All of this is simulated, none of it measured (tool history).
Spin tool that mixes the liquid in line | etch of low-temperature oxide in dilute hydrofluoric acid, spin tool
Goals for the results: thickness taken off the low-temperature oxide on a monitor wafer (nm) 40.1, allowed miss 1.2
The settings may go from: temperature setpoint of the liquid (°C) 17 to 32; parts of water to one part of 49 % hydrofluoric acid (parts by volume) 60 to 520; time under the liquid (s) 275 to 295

run    day  temperature setpoint of the liquid (°C)  parts of water to one part of 49 % hydrofluoric acid (parts by volume)  time under the liquid (s)  thickness taken off the low-temperature oxide on a monitor wafer (nm)
  1      0                                       24                                                                     290                        275                                                                 28.923
  2  0.262                                     25.5                                                                     290                        275                                                                  30.47
  3    0.3                                     25.5                                                                     245                        275                                                                 37.836
  4  0.542                                     25.5                                                                     150                        275                                                                 68.656
  5  0.867                                       24                                                                     160                        275                                                                 59.973
  6  0.908                                       24                                                                     160                        275                                                                 59.719
  7  0.933                                       20                                                                     210                        275                                                                 37.205
  8  1.154                                       20                                                                     210                        275                                                                 36.847
  9  1.404                                     20.5                                                                     210                        275                                                                 37.937
 10  1.592                                     20.5                                                                     210                        275                                                                 38.013

Which single option among these 4 for the next run brings every result within its allowed miss of target? Just one does.
  A  1.779                                       20                                                                     220                        275                                                                      ?
  B  1.779                                       22                                                                     235                        275                                                                      ?
  C  1.779                                     23.5                                                                     220                        275                                                                      ?
  D  1.779                                     21.5                                                                     225                        275                                                                      ?

move  thickness taken off the low-temperature oxide on a monitor wafer (nm)
   A                                                                 35.112
   B                                                                 34.921
   C                                                                 40.026
   D                                                                 36.157
A: its largest miss is bigger than the last run's
B: its largest miss is bigger than the last run's
C: all results in spec
D: its largest miss is bigger than the last run's
So the answer is move C, the one that meets all the targets.

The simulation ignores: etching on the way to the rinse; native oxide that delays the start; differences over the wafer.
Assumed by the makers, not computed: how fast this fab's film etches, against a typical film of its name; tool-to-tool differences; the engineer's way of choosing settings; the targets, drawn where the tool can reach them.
